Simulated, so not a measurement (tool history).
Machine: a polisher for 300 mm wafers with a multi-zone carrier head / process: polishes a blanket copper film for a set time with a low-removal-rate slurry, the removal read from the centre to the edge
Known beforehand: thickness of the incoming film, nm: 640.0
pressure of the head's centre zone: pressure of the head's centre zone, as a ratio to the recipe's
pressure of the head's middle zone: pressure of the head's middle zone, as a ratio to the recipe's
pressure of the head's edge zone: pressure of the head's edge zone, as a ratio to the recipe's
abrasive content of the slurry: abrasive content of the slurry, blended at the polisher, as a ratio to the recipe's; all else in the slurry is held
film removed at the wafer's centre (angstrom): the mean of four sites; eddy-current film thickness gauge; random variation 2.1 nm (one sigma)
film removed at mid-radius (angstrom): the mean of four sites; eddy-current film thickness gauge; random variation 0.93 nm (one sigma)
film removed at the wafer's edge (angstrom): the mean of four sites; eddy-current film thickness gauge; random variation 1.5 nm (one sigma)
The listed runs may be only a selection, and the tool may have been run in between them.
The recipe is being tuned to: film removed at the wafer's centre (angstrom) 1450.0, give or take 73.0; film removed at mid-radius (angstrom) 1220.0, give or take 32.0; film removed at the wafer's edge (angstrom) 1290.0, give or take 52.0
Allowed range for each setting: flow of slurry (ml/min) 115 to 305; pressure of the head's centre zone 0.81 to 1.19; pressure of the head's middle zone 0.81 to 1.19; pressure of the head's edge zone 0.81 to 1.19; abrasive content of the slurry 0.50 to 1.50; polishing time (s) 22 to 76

run,hour,flow of slurry (ml/min),pressure of the head's centre zone,pressure of the head's middle zone,pressure of the head's edge zone,abrasive content of the slurry,polishing time (s),film removed at the wafer's centre (angstrom),film removed at mid-radius (angstrom),film removed at the wafer's edge (angstrom)
1,0.0,195,1.00,1.00,1.00,1.00,49,1862.0,1871.1,1858.7
2,4.1,185,1.01,0.95,0.96,0.85,46,1662.8,1605.7,1636.5
3,10.3,175,1.03,0.91,0.92,0.75,45,1610.3,1455.8,1481.8
4,12.5,165,1.03,0.88,0.90,0.70,45,1592.2,1379.0,1456.4
5,17.7,165,0.96,0.88,0.90,0.70,45,1469.7,1351.4,1434.6
6,23.3,160,0.97,0.86,0.87,0.65,45,1453.2,1317.4,1382.6
7,24.1,155,0.98,0.84,0.85,0.65,45,1482.5,1276.1,1400.8
8,30.9,155,0.99,0.84,0.84,0.60,45,1436.7,1269.7,1368.7

Which of these 5 next moves meets every target?
A,37.7,245,0.98,0.81,0.98,0.60,42,?,?,?
B,37.7,130,1.11,0.84,0.86,0.60,43,?,?,?
C,37.7,115,1.13,0.81,0.93,0.70,45,?,?,?
D,37.7,220,1.02,0.84,0.84,0.55,42,?,?,?
E,37.7,140,1.16,0.82,0.91,0.85,42,?,?,?

move,film removed at the wafer's centre (angstrom),film removed at mid-radius (angstrom),film removed at the wafer's edge (angstrom)
A,1468.9,1237.0,1447.2
B,1494.6,1159.5,1280.1
C,1581.1,1175.3,1401.3
D,1477.8,1233.1,1308.5
E,1681.0,1219.8,1402.3
A: the worst result of the last run now meets its target, but another is out of spec
B: pushes the last run's worst result past its target
C: pushes the last run's worst result past its target
D: each result inside its tolerance
E: the worst result of the last run now meets its target, but another is out of spec
The move that meets every target is D.
